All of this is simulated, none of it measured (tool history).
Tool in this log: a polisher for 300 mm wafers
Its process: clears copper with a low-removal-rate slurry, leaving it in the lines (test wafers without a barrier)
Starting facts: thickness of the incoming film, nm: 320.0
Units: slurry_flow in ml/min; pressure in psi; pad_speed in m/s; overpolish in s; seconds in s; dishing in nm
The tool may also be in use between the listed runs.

run 1 hour=0.0 | slurry_flow=135 pressure=2.5 pad_speed=1.32 slurry_solids=1.0 overpolish=19 | seconds=76.598 dishing=42.721
run 2 hour=5.3 | slurry_flow=160 pressure=2.5 pad_speed=1.32 slurry_solids=1.0 overpolish=19 | seconds=72.118 dishing=44.690
run 3 hour=10.4 | slurry_flow=160 pressure=2.5 pad_speed=1.32 slurry_solids=1.2 overpolish=19 | seconds=72.891 dishing=43.237
run 4 hour=16.8 | slurry_flow=160 pressure=2.5 pad_speed=1.32 slurry_solids=1.2 overpolish=26 | seconds=72.656 dishing=55.462
run 5 hour=24.8 | slurry_flow=160 pressure=2.3 pad_speed=1.32 slurry_solids=1.2 overpolish=24 | seconds=77.786 dishing=50.500
run 6 hour=31.2 | slurry_flow=160 pressure=2.2 pad_speed=1.30 slurry_solids=1.2 overpolish=22 | seconds=83.827 dishing=43.410
run 7 hour=37.6 | slurry_flow=160 pressure=2.2 pad_speed=1.30 slurry_solids=1.2 overpolish=22 | seconds=83.980 dishing=43.990
run 8 hour=44.7 | slurry_flow=160 pressure=2.2 pad_speed=1.30 slurry_solids=1.2 overpolish=22 | seconds=82.182 dishing=44.499

Run 9 has not been measured yet. What should we expect?
run 9 hour=45.7 | slurry_flow=155 pressure=2.1 pad_speed=1.30 slurry_solids=1.2 overpolish=21 | seconds=? dishing=?

seconds: 85.530 s
dishing: 41.657 nm

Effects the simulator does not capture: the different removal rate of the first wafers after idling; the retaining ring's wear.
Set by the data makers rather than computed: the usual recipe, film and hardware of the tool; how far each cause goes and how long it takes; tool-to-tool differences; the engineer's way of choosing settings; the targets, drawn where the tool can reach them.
